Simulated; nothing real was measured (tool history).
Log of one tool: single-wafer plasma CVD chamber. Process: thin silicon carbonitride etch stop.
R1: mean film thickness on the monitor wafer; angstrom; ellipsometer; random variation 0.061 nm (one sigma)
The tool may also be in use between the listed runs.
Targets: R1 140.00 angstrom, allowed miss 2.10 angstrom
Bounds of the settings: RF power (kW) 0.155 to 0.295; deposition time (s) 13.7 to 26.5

{"run": 1, "hour": 0.0, "RF power (kW)": 0.225, "deposition time (s)": 20.1, "R1": 115.79}
{"run": 2, "hour": 8.3, "RF power (kW)": 0.24, "deposition time (s)": 20.1, "R1": 117.6}
{"run": 3, "hour": 10.3, "RF power (kW)": 0.25, "deposition time (s)": 20.6, "R1": 123.23}
{"run": 4, "hour": 16.6, "RF power (kW)": 0.25, "deposition time (s)": 18.4, "R1": 110.53}
{"run": 5, "hour": 24.8, "RF power (kW)": 0.23, "deposition time (s)": 18.4, "R1": 106.65}
{"run": 6, "hour": 25.8, "RF power (kW)": 0.24, "deposition time (s)": 19.1, "R1": 112.28}
{"run": 7, "hour": 27.7, "RF power (kW)": 0.25, "deposition time (s)": 19.7, "R1": 117.08}
{"hour": 28.4, "done": "RF generator calibrated"}
{"run": 8, "hour": 28.4, "RF power (kW)": 0.25, "deposition time (s)": 19.7, "R1": 120.66}

4 next moves are on the table. One of them brings every result within its allowed miss. Which?
{"run": "A", "hour": 29.1, "RF power (kW)": 0.29, "deposition time (s)": 22.4, "R1": "?"}
{"run": "B", "hour": 29.1, "RF power (kW)": 0.26, "deposition time (s)": 17.6, "R1": "?"}
{"run": "C", "hour": 29.1, "RF power (kW)": 0.275, "deposition time (s)": 23.4, "R1": "?"}
{"run": "D", "hour": 29.1, "RF power (kW)": 0.235, "deposition time (s)": 23.2, "R1": "?"}

move=A R1=144.24
move=B R1=109.19
move=C R1=147.99
move=D R1=138.98
A: takes the result that was furthest off past its target
B: further off than the last run
C: takes the result that was furthest off past its target
D: meets every target
Move D is the one to make.

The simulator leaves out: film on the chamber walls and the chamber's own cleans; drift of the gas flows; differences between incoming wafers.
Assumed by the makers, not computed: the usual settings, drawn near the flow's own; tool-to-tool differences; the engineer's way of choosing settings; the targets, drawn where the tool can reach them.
